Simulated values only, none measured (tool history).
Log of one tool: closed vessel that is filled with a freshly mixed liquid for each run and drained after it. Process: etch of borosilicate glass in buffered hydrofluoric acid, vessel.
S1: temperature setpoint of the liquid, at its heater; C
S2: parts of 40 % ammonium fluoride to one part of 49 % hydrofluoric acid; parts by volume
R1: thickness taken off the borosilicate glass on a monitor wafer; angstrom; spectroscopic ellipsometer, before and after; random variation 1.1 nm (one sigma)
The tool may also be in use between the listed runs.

Run 1, hour 0.0: S1 22 C, S2 15.5 parts by volume, time in the liquid (s) 100. Result: R1 758.53 angstrom.
Run 2, hour 1.8: S1 23 C, S2 15.5 parts by volume, time in the liquid (s) 100. Result: R1 830.10 angstrom.
Run 3, hour 10.4: S1 23 C, S2 17.5 parts by volume, time in the liquid (s) 100. Result: R1 710.45 angstrom.
Run 4, hour 17.5: S1 23 C, S2 17.5 parts by volume, time in the liquid (s) 100. Result: R1 722.63 angstrom.
Run 5, hour 23.8: S1 24 C, S2 17.5 parts by volume, time in the liquid (s) 100. Result: R1 764.34 angstrom.
Run 6, hour 26.9: S1 24 C, S2 19.0 parts by volume, time in the liquid (s) 100. Result: R1 695.31 angstrom.
Run 7, hour 32.4: S1 25 C, S2 18.5 parts by volume, time in the liquid (s) 100. Result: R1 756.13 angstrom.

Run 8 comes next. What will it give?
Run 8, hour 35.2: S1 25 C, S2 18.5 parts by volume, time in the liquid (s) 100. Result: R1 ?.

{"run 8": {"R1": 770.74}}
